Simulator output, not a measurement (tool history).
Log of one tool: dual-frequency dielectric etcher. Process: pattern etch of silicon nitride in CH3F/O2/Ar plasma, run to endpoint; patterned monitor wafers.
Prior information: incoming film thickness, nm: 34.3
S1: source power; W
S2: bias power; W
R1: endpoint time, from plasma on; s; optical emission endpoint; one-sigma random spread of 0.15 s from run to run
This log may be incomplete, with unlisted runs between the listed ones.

run 1 hour=0 | S1=480 S2=77 | R1=50.634
run 2 hour=6.3 | S1=520 S2=79 | R1=48.202
run 3 hour=14.5 | S1=550 S2=80 | R1=46.736
run 4 hour=18 | S1=620 S2=80 | R1=43.956
run 5 hour=25.2 | S1=620 S2=70 | R1=45.979
run 6 hour=31 | S1=620 S2=75 | R1=44.687

Run 7 comes next. What will it give?
run 7 hour=36.2 | S1=630 S2=75 | R1=?

R1: 44.602 s
